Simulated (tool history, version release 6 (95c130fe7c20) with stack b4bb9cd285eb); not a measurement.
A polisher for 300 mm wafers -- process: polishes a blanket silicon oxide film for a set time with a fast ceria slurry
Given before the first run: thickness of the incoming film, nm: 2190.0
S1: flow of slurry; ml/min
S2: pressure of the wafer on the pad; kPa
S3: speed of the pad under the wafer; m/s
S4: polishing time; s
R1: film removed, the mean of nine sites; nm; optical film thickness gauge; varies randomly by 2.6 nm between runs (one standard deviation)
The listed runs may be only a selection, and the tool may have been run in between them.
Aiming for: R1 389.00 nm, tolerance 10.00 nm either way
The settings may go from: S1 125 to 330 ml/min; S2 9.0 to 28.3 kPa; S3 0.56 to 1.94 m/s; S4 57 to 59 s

run,hour,S1,S2,S3,S4,R1
1,0.0,210,18.6,1.24,57,893.21
2,2.2,205,16.5,1.16,57,763.10
3,9.8,200,15.2,1.08,57,682.28
4,12.0,200,15.2,1.08,59,695.87
5,19.2,175,15.2,1.08,59,685.42
6,23.3,170,13.8,1.02,59,606.52
7,25.4,165,13.1,0.98,59,556.64
8,32.8,145,9.0,0.82,59,365.24
9,37.4,150,9.0,0.82,59,361.78

5 candidate next runs follow, results not yet known. Just one meets every target within its allowed miss. Identify it.
A,42.0,125,12.4,0.76,57,?
B,42.0,145,9.7,0.94,57,?
C,42.0,125,9.0,0.78,57,?
D,42.0,140,11.7,0.80,59,?
E,42.0,150,11.0,0.82,59,?

move,R1
A,393.14
B,416.78
C,326.68
D,417.30
E,414.03
A: every result lands within tolerance
B: moves the result that the last run missed by most past its target, out the other side
C: moves away from the targets compared with the last run
D: moves the result that the last run missed by most past its target, out the other side
E: moves the result that the last run missed by most past its target, out the other side
Move A is the one to make.
